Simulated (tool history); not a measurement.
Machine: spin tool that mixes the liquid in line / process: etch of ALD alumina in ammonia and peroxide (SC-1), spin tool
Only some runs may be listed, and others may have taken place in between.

| run | day | temperature setpoint of the liquid (K) | parts of 29 % ammonia solution to one part of 30 % peroxide (parts by volume) | time under the liquid (s) | thickness taken off the ALD alumina on a monitor wafer (nm) |
|---|---|---|---|---|---|
| 1 | 0.000 | 325.15 | 0.7 | 140 | 7.5810 |
| 2 | 0.267 | 325.15 | 0.8 | 140 | 7.7003 |
| 3 | 0.583 | 325.15 | 0.8 | 140 | 7.7461 |
| 4 | 0.742 | 328.65 | 0.8 | 140 | 9.3173 |
| 5 | 1.083 | 328.65 | 0.8 | 150 | 10.0080 |
| 6 | 1.208 | 330.65 | 0.8 | 150 | 11.0820 |
| 7 | 1.379 | 332.15 | 0.8 | 150 | 12.0400 |
| 8 | 1.712 | 333.15 | 0.8 | 150 | 12.5120 |
| 9 | 1.979 | 334.15 | 0.8 | 150 | 13.1760 |
| 10 | 2.092 | 334.65 | 0.8 | 150 | 13.6710 |

Estimate the outcome of run 11 from the log above:
| 11 | 2.346 | 335.15 | 0.8 | 150 | ? |

{"run 11": {"thickness taken off the ALD alumina on a monitor wafer (nm)": 13.901}}
